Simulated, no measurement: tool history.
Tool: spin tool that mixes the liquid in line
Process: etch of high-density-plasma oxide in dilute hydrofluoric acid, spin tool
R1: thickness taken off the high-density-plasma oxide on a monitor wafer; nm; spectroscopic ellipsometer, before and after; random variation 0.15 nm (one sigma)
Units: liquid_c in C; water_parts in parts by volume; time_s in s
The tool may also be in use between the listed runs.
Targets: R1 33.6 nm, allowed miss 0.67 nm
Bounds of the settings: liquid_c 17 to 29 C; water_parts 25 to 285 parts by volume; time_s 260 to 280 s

run 1 hour=0 | liquid_c=21 water_parts=155 time_s=260 | R1=12.474
run 2 hour=6.3 | liquid_c=22 water_parts=145 time_s=260 | R1=14.008
run 3 hour=8.6 | liquid_c=23 water_parts=135 time_s=260 | R1=15.805
run 4 hour=9.3 | liquid_c=23.5 water_parts=125 time_s=260 | R1=17.809
run 5 hour=10.1 | liquid_c=21 water_parts=125 time_s=260 | R1=15.894
run 6 hour=15.7 | liquid_c=21 water_parts=70 time_s=260 | R1=30.407
run 7 hour=17.5 | liquid_c=21.5 water_parts=70 time_s=260 | R1=31.065
run 8 hour=21.6 | liquid_c=21.5 water_parts=70 time_s=260 | R1=30.662
run 9 hour=23.2 | liquid_c=22 water_parts=70 time_s=260 | R1=31.525

Which of these 5 next moves meets every target?
run A hour=24.8 | liquid_c=21.5 water_parts=65 time_s=260 | R1=?
run B hour=24.8 | liquid_c=21 water_parts=70 time_s=280 | R1=?
run C hour=24.8 | liquid_c=22 water_parts=80 time_s=280 | R1=?
run D hour=24.8 | liquid_c=22.5 water_parts=70 time_s=260 | R1=?
run E hour=24.8 | liquid_c=27 water_parts=90 time_s=280 | R1=?

move=A R1=33.513
move=B R1=32.627
move=C R1=29.394
move=D R1=32.232
move=E R1=31.491
A: meets every target
B: nearer than the last run, and not there yet
C: further off than the last run
D: nearer than the last run, and not there yet
E: as far off as the last run
The right move is A.

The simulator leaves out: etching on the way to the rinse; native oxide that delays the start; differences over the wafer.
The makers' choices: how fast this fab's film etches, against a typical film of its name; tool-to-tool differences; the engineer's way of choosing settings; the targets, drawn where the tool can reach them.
